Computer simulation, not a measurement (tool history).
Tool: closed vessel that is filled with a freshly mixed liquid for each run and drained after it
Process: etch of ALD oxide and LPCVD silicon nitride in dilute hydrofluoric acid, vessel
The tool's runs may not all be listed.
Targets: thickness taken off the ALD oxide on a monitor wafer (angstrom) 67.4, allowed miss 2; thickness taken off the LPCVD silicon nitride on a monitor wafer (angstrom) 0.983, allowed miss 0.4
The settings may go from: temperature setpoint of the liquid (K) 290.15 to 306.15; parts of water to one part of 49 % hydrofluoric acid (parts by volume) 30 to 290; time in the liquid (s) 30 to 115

run	day	temperature setpoint of the liquid (K)	parts of water to one part of 49 % hydrofluoric acid (parts by volume)	time in the liquid (s)	thickness taken off the ALD oxide on a monitor wafer (angstrom)	thickness taken off the LPCVD silicon nitride on a monitor wafer (angstrom)
1	0	298.15	160	60	107.4	2.1808
2	0.071	298.15	160	75	134.96	2.3053
3	0.196	297.15	170	75	120.32	2.0266
4	0.4	296.15	175	75	112.7	1.8591
5	0.662	298.15	175	75	121.11	1.9005
6	0.833	298.15	210	75	97.065	1.5647
7	0.925	297.15	210	75	93.899	1.6619
8	1.179	296.15	210	75	90.191	1.3256
9	1.375	295.65	215	75	85.608	1.0574
10	1.721	295.65	220	75	83.503	1.457
11	2.038	294.65	220	75	80.966	1.5106
12	2.212	294.65	225	75	77.911	1.2983
13	2.292	294.15	225	75	76.046	0.93599
14	2.379	294.15	230	75	73.724	1.3118
15	2.758	293.65	230	75	73.7	0.98713
16	3.133	293.65	235	75	71.75	1.1545
17	3.371	293.15	235	75	70.809	1.1167

5 next moves are on the table. One of them brings every result within its allowed miss. Which?
A	3.608	292.65	225	75	?	?
B	3.608	295.15	135	40	?	?
C	3.608	292.15	235	70	?	?
D	3.608	291.65	180	60	?	?
E	3.608	293.15	240	75	?	?

move	thickness taken off the ALD oxide on a monitor wafer (angstrom)	thickness taken off the LPCVD silicon nitride on a monitor wafer (angstrom)
A	73.036	1.1952
B	78.438	1.2366
C	63.433	1.0352
D	73.334	1.1104
E	68.803	1.1599
A: further off than the last run
B: further off than the last run
C: takes the result that was furthest off past its target
D: further off than the last run
E: meets every target
Answer: E
